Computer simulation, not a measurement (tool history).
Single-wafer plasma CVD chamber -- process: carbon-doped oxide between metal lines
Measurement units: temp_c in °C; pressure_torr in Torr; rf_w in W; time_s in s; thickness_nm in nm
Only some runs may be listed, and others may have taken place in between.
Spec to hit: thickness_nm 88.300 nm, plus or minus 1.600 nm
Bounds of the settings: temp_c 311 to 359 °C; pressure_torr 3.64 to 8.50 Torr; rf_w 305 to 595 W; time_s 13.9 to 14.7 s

Run 1, hour 0.0: temp_c 335 °C, pressure_torr 6.07 Torr, rf_w 450 W, time_s 14.7 s. Result: thickness_nm 75.441 nm.
Run 2, hour 4.9: temp_c 330 °C, pressure_torr 6.40 Torr, rf_w 470 W, time_s 14.7 s. Result: thickness_nm 79.068 nm.
Run 3, hour 6.4: temp_c 323 °C, pressure_torr 6.40 Torr, rf_w 470 W, time_s 14.7 s. Result: thickness_nm 80.747 nm.
Run 4, hour 11.0: temp_c 323 °C, pressure_torr 6.40 Torr, rf_w 420 W, time_s 14.7 s. Result: thickness_nm 74.611 nm.
Run 5, hour 17.3: temp_c 323 °C, pressure_torr 6.40 Torr, rf_w 355 W, time_s 14.7 s. Result: thickness_nm 65.277 nm.
Run 6, hour 20.5: temp_c 323 °C, pressure_torr 5.73 Torr, rf_w 355 W, time_s 14.7 s. Result: thickness_nm 64.487 nm.
At hour 25.8: RF generator calibrated.
Run 7, hour 25.8: temp_c 311 °C, pressure_torr 6.82 Torr, rf_w 425 W, time_s 14.7 s. Result: thickness_nm 81.549 nm.
Run 8, hour 27.1: temp_c 311 °C, pressure_torr 7.12 Torr, rf_w 435 W, time_s 14.7 s. Result: thickness_nm 83.384 nm.
Run 9, hour 31.1: temp_c 311 °C, pressure_torr 7.35 Torr, rf_w 440 W, time_s 14.7 s. Result: thickness_nm 84.125 nm.

Of the 5 settings listed for the next run, only one would bring every result within its allowed miss of target. Which one?
Run A, hour 35.1: temp_c 311 °C, pressure_torr 8.09 Torr, rf_w 445 W, time_s 14.5 s. Result: thickness_nm ?.
Run B, hour 35.1: temp_c 324 °C, pressure_torr 7.80 Torr, rf_w 495 W, time_s 14.7 s. Result: thickness_nm ?.
Run C, hour 35.1: temp_c 311 °C, pressure_torr 7.48 Torr, rf_w 455 W, time_s 14.4 s. Result: thickness_nm ?.
Run D, hour 35.1: temp_c 311 °C, pressure_torr 7.21 Torr, rf_w 445 W, time_s 14.7 s. Result: thickness_nm ?.
Run E, hour 35.1: temp_c 314 °C, pressure_torr 6.80 Torr, rf_w 440 W, time_s 14.1 s. Result: thickness_nm ?.

move  thickness_nm
   A        84.531
   B        87.788
   C        84.982
   D        85.116
   E        79.859
A: better than the last run, though not everything is in spec
B: every result within its allowed miss
C: better than the last run, though not everything is in spec
D: better than the last run, though not everything is in spec
E: moves away from the targets compared with the last run
B meets every target.
